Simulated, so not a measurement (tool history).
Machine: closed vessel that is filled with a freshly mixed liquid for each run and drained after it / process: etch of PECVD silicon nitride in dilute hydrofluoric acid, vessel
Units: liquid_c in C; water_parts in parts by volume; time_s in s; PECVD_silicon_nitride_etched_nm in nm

| run | hour | liquid_c | water_parts | time_s | PECVD_silicon_nitride_etched_nm |
|---|---|---|---|---|---|
| 1 | 0 | 25 | 80 | 65 | 4.0321 |
| 2 | 8.6 | 23 | 80 | 65 | 3.5271 |
| 3 | 17.8 | 23 | 65 | 65 | 4.3223 |
| 4 | 19.1 | 21.5 | 75 | 65 | 3.3883 |
| 5 | 24.2 | 21.5 | 75 | 50 | 2.6156 |
| 6 | 31.7 | 20.5 | 75 | 50 | 2.4517 |
| 7 | 38.4 | 20 | 75 | 50 | 2.3561 |

What will run 8 give?
| 8 | 40.3 | 20 | 75 | 50 | ? |

{"run 8": {"PECVD_silicon_nitride_etched_nm": 2.3527}}
